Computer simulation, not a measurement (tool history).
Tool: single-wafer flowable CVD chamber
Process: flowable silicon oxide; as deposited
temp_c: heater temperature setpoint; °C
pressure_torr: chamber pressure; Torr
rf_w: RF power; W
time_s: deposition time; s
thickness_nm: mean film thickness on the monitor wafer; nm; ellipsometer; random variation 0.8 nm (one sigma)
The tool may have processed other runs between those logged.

run 1 hour=0.0 | temp_c=105 pressure_torr=0.835 rf_w=2145 time_s=365 | thickness_nm=199.39
run 2 hour=1.9 | temp_c=104 pressure_torr=0.835 rf_w=2145 time_s=365 | thickness_nm=207.29
run 3 hour=7.8 | temp_c=104 pressure_torr=0.835 rf_w=2145 time_s=377 | thickness_nm=214.65
run 4 hour=16.5 | temp_c=104 pressure_torr=0.835 rf_w=2145 time_s=377 | thickness_nm=214.89
run 5 hour=22.9 | temp_c=104 pressure_torr=0.783 rf_w=2145 time_s=377 | thickness_nm=201.16
run 6 hour=27.8 | temp_c=104 pressure_torr=0.670 rf_w=2145 time_s=377 | thickness_nm=173.28
run 7 hour=36.6 | temp_c=101 pressure_torr=0.671 rf_w=2145 time_s=377 | thickness_nm=194.66

Run 8 comes next. What will it give?
run 8 hour=39.1 | temp_c=99 pressure_torr=0.671 rf_w=2145 time_s=377 | thickness_nm=?

{"run 8": {"thickness_nm": 209.87}}
